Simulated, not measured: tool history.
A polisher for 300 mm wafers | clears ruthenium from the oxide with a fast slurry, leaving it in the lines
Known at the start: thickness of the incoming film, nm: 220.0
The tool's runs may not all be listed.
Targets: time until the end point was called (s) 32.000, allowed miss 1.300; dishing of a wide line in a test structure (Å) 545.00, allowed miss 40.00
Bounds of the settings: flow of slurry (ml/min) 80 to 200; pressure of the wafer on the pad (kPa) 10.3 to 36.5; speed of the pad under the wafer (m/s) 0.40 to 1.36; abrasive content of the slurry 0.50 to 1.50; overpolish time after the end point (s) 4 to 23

run  hour  flow of slurry (ml/min)  pressure of the wafer on the pad (kPa)  speed of the pad under the wafer (m/s)  abrasive content of the slurry  overpolish time after the end point (s)  time until the end point was called (s)  dishing of a wide line in a test structure (Å)
  1   0.0                      130                                    23.4                                    0.88                            1.00                                       12                                   57.355                                          358.62
  2   6.6                      135                                    26.9                                    0.88                            1.00                                       12                                   49.446                                          419.38
  3  10.9                      135                                    26.9                                    0.88                            1.15                                       12                                   46.486                                          446.04
  4  19.1                      135                                    26.9                                    0.88                            0.95                                       12                                   52.242                                          409.58
  5  21.6                      140                                    29.6                                    0.90                            0.95                                       11                                   44.948                                          411.40
  6  29.4                      145                                    31.7                                    0.92                            0.95                                       11                                   41.966                                          439.41
  7  36.8                      145                                    31.7                                    0.92                            0.95                                       11                                   41.830                                          433.29
  8  43.7                      165                                    36.5                                    0.96                            0.95                                       11                                   33.532                                          525.59
  9  44.7                      165                                    36.5                                    0.98                            0.95                                       11                                   33.549                                          535.41

5 next moves are on the table. One of them brings every result within its allowed miss. Which?
  A  45.7                      170                                    35.2                                    0.96                            1.10                                        9                                        ?                                               ?
  B  45.7                      160                                    36.5                                    1.32                            0.85                                       10                                        ?                                               ?
  C  45.7                      195                                    36.5                                    1.00                            0.95                                       11                                        ?                                               ?
  D  45.7                      160                                    33.8                                    1.12                            0.85                                       13                                        ?                                               ?
  E  45.7                      150                                    36.5                                    1.08                            1.10                                       10                                        ?                                               ?

move  time until the end point was called (s)  dishing of a wide line in a test structure (Å)
   A                                   32.165                                          466.52
   B                                   28.520                                          557.95
   C                                   32.383                                          544.42
   D                                   35.568                                          576.00
   E                                   28.515                                          558.04
A: brings the result that was furthest off to its target, and leaves another outside
B: takes the result that was furthest off past its target
C: meets every target
D: further off than the last run
E: takes the result that was furthest off past its target
The right move is C.
